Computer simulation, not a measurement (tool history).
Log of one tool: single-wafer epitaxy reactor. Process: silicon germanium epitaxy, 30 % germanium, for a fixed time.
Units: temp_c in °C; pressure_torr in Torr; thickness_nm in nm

| run | hour | temp_c | pressure_torr | thickness_nm |
|---|---|---|---|---|
| 1 | 0 | 610 | 25.9 | 76.697 |
| 2 | 7.5 | 608 | 25.8 | 72.474 |
| 3 | 11.5 | 607 | 25.7 | 70.547 |
| 4 | 12.6 | 606 | 25.7 | 69.709 |
| 5 | 20.1 | 606 | 21.7 | 63.629 |
| 6 | 25.5 | 610 | 21.7 | 70.121 |
| 7 | 31.1 | 609 | 21.7 | 68.826 |

Run 8 comes next. What will it give?
| 8 | 34.6 | 608 | 21.7 | ? |

{"run 8": {"thickness_nm": 66.865}}
